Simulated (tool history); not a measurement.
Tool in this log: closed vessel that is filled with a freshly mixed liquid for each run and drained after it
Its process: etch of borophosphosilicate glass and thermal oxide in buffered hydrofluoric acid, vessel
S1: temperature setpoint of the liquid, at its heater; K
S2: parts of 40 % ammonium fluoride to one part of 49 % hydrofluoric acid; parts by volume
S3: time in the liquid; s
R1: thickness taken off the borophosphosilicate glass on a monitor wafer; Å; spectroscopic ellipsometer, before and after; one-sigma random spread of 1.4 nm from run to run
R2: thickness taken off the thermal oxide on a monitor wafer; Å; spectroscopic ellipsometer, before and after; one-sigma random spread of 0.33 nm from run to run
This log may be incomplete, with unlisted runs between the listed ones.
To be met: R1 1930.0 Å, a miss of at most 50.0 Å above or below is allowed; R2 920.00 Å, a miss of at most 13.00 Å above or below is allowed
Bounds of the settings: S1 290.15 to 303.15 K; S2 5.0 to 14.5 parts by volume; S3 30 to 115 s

run 1 hour=0.0 | S1=295.15 S2=9.0 S3=60 | R1=1541.5 R2=729.78
run 2 hour=8.7 | S1=296.15 S2=9.0 S3=60 | R1=1606.7 R2=767.07
run 3 hour=14.1 | S1=296.15 S2=10.5 S3=60 | R1=1402.3 R2=678.58
run 4 hour=21.2 | S1=297.65 S2=10.5 S3=60 | R1=1532.4 R2=737.26
run 5 hour=23.2 | S1=297.65 S2=12.5 S3=60 | R1=1317.0 R2=623.20
run 6 hour=25.1 | S1=299.15 S2=12.5 S3=60 | R1=1408.8 R2=677.14
-- hour=28.9 hydrofluoric acid flow meter replaced
run 7 hour=28.9 | S1=303.15 S2=11.0 S3=60 | R1=1851.0 R2=898.62
run 8 hour=33.6 | S1=303.15 S2=10.5 S3=60 | R1=1938.0 R2=938.92

4 next moves are on the table. One of them brings every result within its allowed miss. Which?
run A hour=38.3 | S1=303.15 S2=7.5 S3=45 | R1=? R2=?
run B hour=38.3 | S1=303.15 S2=11.0 S3=65 | R1=? R2=?
run C hour=38.3 | S1=296.15 S2=10.5 S3=90 | R1=? R2=?
run D hour=38.3 | S1=290.15 S2=10.0 S3=115 | R1=? R2=?

move=A R1=1997.6 R2=952.42
move=B R1=2014.6 R2=963.59
move=C R1=2013.1 R2=958.87
move=D R1=1937.0 R2=918.19
A: its largest miss is bigger than the last run's
B: its largest miss is bigger than the last run's
C: its largest miss is bigger than the last run's
D: hits every target within its allowed miss
D is the move that brings every result within its allowed miss.
